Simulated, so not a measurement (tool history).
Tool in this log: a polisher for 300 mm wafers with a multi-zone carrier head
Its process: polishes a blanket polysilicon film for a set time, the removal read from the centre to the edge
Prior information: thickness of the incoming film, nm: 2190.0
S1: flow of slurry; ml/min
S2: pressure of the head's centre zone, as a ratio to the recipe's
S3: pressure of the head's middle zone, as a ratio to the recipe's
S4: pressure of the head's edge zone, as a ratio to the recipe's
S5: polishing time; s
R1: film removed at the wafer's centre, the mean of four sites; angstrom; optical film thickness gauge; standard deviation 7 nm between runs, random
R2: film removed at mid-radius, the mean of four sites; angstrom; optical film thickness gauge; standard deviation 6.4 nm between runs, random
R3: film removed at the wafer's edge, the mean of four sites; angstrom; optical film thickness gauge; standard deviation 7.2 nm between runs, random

run,hour,S1,S2,S3,S4,S5,R1,R2,R3
1,0.0,190,1.00,1.00,1.00,83,6018.6,5898.3,5902.1
2,5.9,190,1.00,1.00,0.92,83,5846.5,5963.3,5948.6
3,11.5,190,1.00,0.95,0.92,83,6016.7,5730.7,5779.4
4,13.8,190,1.00,0.95,0.99,83,6144.3,5722.3,6105.2
5,21.4,190,1.00,0.95,0.99,101,7350.9,7086.4,7221.5
6,29.8,190,1.01,0.97,0.97,93,6948.8,6415.1,6454.6

What does the tool deliver on the next run?
7,38.0,185,1.02,0.99,0.95,88,?,?,?

{"run 7": {"R1": 6492.1, "R2": 6284.3, "R3": 6219.5}}
